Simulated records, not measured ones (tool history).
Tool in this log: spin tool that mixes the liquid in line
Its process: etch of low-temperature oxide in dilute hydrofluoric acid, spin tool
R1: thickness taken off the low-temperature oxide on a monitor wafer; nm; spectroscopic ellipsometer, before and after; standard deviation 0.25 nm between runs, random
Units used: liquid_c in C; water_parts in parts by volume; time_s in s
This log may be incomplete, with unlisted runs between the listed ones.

run 1 hour=0 | liquid_c=21 water_parts=190 time_s=325 | R1=27.54
run 2 hour=0.8 | liquid_c=23.5 water_parts=190 time_s=325 | R1=30.163
run 3 hour=9.4 | liquid_c=23.5 water_parts=125 time_s=325 | R1=49.761
run 4 hour=13.5 | liquid_c=23.5 water_parts=185 time_s=325 | R1=30.993
run 5 hour=21.3 | liquid_c=20.5 water_parts=185 time_s=325 | R1=27.782
run 6 hour=21.9 | liquid_c=20.5 water_parts=185 time_s=325 | R1=27.731
run 7 hour=26.4 | liquid_c=21.5 water_parts=185 time_s=325 | R1=28.855

Expected results for the next run?
run 8 hour=27.2 | liquid_c=22.5 water_parts=185 time_s=325 | R1=?

{"run 8": {"R1": 29.945}}
